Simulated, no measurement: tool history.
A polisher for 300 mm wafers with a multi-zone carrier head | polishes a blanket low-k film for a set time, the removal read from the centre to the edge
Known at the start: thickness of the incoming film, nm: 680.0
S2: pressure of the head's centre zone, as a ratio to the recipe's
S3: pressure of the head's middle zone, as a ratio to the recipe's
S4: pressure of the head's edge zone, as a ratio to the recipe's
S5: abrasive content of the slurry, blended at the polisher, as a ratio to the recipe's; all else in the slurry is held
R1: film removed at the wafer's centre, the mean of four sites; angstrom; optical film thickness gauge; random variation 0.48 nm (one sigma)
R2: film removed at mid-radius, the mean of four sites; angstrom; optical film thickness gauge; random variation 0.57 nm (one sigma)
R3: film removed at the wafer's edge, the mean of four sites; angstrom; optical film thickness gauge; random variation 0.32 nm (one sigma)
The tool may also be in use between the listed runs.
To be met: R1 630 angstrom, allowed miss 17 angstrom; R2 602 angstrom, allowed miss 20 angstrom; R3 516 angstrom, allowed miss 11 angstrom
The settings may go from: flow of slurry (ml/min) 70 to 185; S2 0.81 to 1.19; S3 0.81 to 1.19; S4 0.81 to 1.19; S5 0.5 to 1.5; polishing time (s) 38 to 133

run 1 hour=0 | flow_of_slurry_(ml/min)=120 S2=1 S3=1 S4=1 S5=1 polishing_time_(s)=85 | R1=311.19 R2=316.99 R3=325.17
run 2 hour=1.1 | flow_of_slurry_(ml/min)=140 S2=1.06 S3=1.05 S4=1.01 S5=1.15 polishing_time_(s)=89 | R1=385.87 R2=387.16 R3=374.59
run 3 hour=6.6 | flow_of_slurry_(ml/min)=140 S2=1.06 S3=1.05 S4=0.93 S5=1.15 polishing_time_(s)=89 | R1=388.39 R2=383.92 R3=363.5
run 4 hour=14.2 | flow_of_slurry_(ml/min)=150 S2=1.1 S3=1.08 S4=0.95 S5=1.25 polishing_time_(s)=92 | R1=445.75 R2=424.5 R3=399.77
run 5 hour=14.8 | flow_of_slurry_(ml/min)=160 S2=1.11 S3=1.12 S4=0.94 S5=1.35 polishing_time_(s)=95 | R1=484.24 R2=480.76 R3=423.42
run 6 hour=23.7 | flow_of_slurry_(ml/min)=165 S2=1.13 S3=1.13 S4=0.96 S5=1.4 polishing_time_(s)=98 | R1=525.87 R2=525.45 R3=450.87
run 7 hour=28.8 | flow_of_slurry_(ml/min)=170 S2=1.15 S3=1.13 S4=0.98 S5=1.45 polishing_time_(s)=100 | R1=547.43 R2=548.14 R3=475.54
run 8 hour=37 | flow_of_slurry_(ml/min)=170 S2=1.15 S3=1.13 S4=0.98 S5=1.45 polishing_time_(s)=100 | R1=551.21 R2=532.34 R3=473.31
run 9 hour=41.2 | flow_of_slurry_(ml/min)=175 S2=1.16 S3=1.14 S4=0.98 S5=1.45 polishing_time_(s)=102 | R1=577.48 R2=555.75 R3=488.04
run 10 hour=45.6 | flow_of_slurry_(ml/min)=175 S2=1.17 S3=1.15 S4=0.98 S5=1.45 polishing_time_(s)=103 | R1=587.43 R2=569.1 R3=484.89
run 11 hour=50.3 | flow_of_slurry_(ml/min)=175 S2=1.18 S3=1.15 S4=0.99 S5=1.45 polishing_time_(s)=104 | R1=598.21 R2=573.6 R3=496.39

4 next moves are on the table. One of them brings every result within its allowed miss. Which?
run A hour=55 | flow_of_slurry_(ml/min)=180 S2=1.19 S3=1.18 S4=0.99 S5=1.5 polishing_time_(s)=105 | R1=? R2=? R3=?
run B hour=55 | flow_of_slurry_(ml/min)=175 S2=1.19 S3=1.19 S4=0.94 S5=1.4 polishing_time_(s)=108 | R1=? R2=? R3=?
run C hour=55 | flow_of_slurry_(ml/min)=170 S2=1.19 S3=1.15 S4=1.05 S5=1.3 polishing_time_(s)=103 | R1=? R2=? R3=?
run D hour=55 | flow_of_slurry_(ml/min)=175 S2=1.19 S3=1.04 S4=1 S5=1.45 polishing_time_(s)=110 | R1=? R2=? R3=?

move=A R1=623.8 R2=602.19 R3=509.16
move=B R1=620.27 R2=603.9 R3=495.71
move=C R1=569.64 R2=539.22 R3=482.47
move=D R1=639.22 R2=554.96 R3=527.74
A: meets every target
B: brings the result that was furthest off to its target, and leaves another outside
C: further off than the last run
D: brings the result that was furthest off to its target, and leaves another outside
The right move is A.

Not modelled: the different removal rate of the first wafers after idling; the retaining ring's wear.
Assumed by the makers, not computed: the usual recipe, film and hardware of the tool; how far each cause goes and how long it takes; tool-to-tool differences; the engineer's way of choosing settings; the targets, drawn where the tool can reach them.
